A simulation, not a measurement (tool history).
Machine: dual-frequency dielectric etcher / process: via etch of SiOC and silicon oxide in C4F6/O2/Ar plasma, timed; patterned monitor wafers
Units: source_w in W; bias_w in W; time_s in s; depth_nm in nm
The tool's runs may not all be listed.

run	day	source_w	bias_w	time_s	depth_nm
1	0.000	390	127	50.0	49.686
2	0.338	390	146	50.0	52.632
3	0.362	390	156	50.0	54.148
4	0.508	450	156	50.0	56.536
5	0.746	420	142	49.5	53.171
6	0.979	480	142	49.5	55.115
7	1.017	440	130	49.0	51.193
8	1.296	410	120	48.5	48.070

What will run 9 give?
9	1.371	380	113	48.5	?

Run 9 measured depth_nm 45.392 nm.
